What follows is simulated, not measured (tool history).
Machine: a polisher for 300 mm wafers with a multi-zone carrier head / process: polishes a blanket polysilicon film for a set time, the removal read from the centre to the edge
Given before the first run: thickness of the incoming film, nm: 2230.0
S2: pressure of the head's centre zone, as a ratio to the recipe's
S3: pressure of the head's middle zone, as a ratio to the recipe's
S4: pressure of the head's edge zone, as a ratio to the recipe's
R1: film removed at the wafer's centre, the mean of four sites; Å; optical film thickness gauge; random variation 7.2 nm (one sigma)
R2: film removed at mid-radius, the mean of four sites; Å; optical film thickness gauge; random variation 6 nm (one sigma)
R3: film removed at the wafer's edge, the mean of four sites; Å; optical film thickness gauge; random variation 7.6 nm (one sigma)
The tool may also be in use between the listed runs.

{"run": 1, "hour": 0.0, "flow of slurry (ml/min)": 310, "S2": 1.0, "S3": 1.0, "S4": 1.0, "polishing time (s)": 62, "R1": 9410.7, "R2": 9598.2, "R3": 9475.9}
{"run": 2, "hour": 3.1, "flow of slurry (ml/min)": 310, "S2": 1.0, "S3": 1.0, "S4": 1.0, "polishing time (s)": 73, "R1": 11007.0, "R2": 11075.0, "R3": 11009.0}
{"run": 3, "hour": 4.4, "flow of slurry (ml/min)": 300, "S2": 0.96, "S3": 0.96, "S4": 0.97, "polishing time (s)": 65, "R1": 9317.3, "R2": 9577.5, "R3": 9769.9}
{"run": 4, "hour": 9.3, "flow of slurry (ml/min)": 295, "S2": 0.94, "S3": 0.94, "S4": 0.95, "polishing time (s)": 59, "R1": 8336.3, "R2": 8400.5, "R3": 8660.9}
{"run": 5, "hour": 11.5, "flow of slurry (ml/min)": 290, "S2": 0.91, "S3": 0.92, "S4": 0.93, "polishing time (s)": 57, "R1": 7658.6, "R2": 8011.9, "R3": 8251.3}
{"run": 6, "hour": 12.9, "flow of slurry (ml/min)": 285, "S2": 0.89, "S3": 0.89, "S4": 0.91, "polishing time (s)": 55, "R1": 7338.6, "R2": 7520.7, "R3": 7913.0}
{"run": 7, "hour": 18.5, "flow of slurry (ml/min)": 270, "S2": 0.81, "S3": 0.84, "S4": 0.85, "polishing time (s)": 49, "R1": 6076.7, "R2": 6349.2, "R3": 6780.4}
{"run": 8, "hour": 24.4, "flow of slurry (ml/min)": 280, "S2": 0.82, "S3": 0.85, "S4": 0.86, "polishing time (s)": 49, "R1": 6068.5, "R2": 6489.9, "R3": 6831.0}

The next listed run, before its measurement:
{"run": 9, "hour": 28.4, "flow of slurry (ml/min)": 285, "S2": 0.83, "S3": 0.85, "S4": 0.87, "polishing time (s)": 49, "R1": "?", "R2": "?", "R3": "?"}

{"run 9": {"R1": 6181.2, "R2": 6393.0, "R3": 6943.0}}
